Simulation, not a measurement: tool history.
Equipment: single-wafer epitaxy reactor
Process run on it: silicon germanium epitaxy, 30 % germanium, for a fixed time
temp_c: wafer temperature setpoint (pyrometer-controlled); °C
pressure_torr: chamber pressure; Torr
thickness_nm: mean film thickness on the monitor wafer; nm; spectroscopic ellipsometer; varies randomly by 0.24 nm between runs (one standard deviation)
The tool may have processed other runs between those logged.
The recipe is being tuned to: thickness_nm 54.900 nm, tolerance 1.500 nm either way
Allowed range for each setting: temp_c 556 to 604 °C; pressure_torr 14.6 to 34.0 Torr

Run 1, hour 0.0: temp_c 580 °C, pressure_torr 24.3 Torr. Result: thickness_nm 43.152 nm.
Run 2, hour 1.6: temp_c 580 °C, pressure_torr 22.6 Torr. Result: thickness_nm 42.358 nm.
Run 3, hour 5.8: temp_c 571 °C, pressure_torr 22.6 Torr. Result: thickness_nm 34.767 nm.
Run 4, hour 10.6: temp_c 577 °C, pressure_torr 22.8 Torr. Result: thickness_nm 39.590 nm.
Run 5, hour 18.9: temp_c 581 °C, pressure_torr 23.0 Torr. Result: thickness_nm 43.151 nm.
Run 6, hour 20.5: temp_c 584 °C, pressure_torr 23.1 Torr. Result: thickness_nm 46.367 nm.
Run 7, hour 23.2: temp_c 584 °C, pressure_torr 23.1 Torr. Result: thickness_nm 46.190 nm.
Run 8, hour 26.5: temp_c 586 °C, pressure_torr 23.2 Torr. Result: thickness_nm 48.484 nm.
Run 9, hour 28.5: temp_c 588 °C, pressure_torr 23.3 Torr. Result: thickness_nm 50.441 nm.
Run 10, hour 31.0: temp_c 589 °C, pressure_torr 23.3 Torr. Result: thickness_nm 51.141 nm.
Run 11, hour 36.4: temp_c 590 °C, pressure_torr 23.3 Torr. Result: thickness_nm 52.834 nm.

Next run, 4 choices. One meets every target within its allowed miss, the rest don't. Which?
Run A, hour 41.8: temp_c 593 °C, pressure_torr 26.6 Torr. Result: thickness_nm ?.
Run B, hour 41.8: temp_c 590 °C, pressure_torr 22.5 Torr. Result: thickness_nm ?.
Run C, hour 41.8: temp_c 586 °C, pressure_torr 27.4 Torr. Result: thickness_nm ?.
Run D, hour 41.8: temp_c 591 °C, pressure_torr 25.3 Torr. Result: thickness_nm ?.

move  thickness_nm
   A        57.816
   B        52.118
   C        50.189
   D        54.744
A: takes the biggest miss from the last run beyond its target
B: misses by more than the last run did
C: misses by more than the last run did
D: meets every target
Correct choice: D, which meets every target
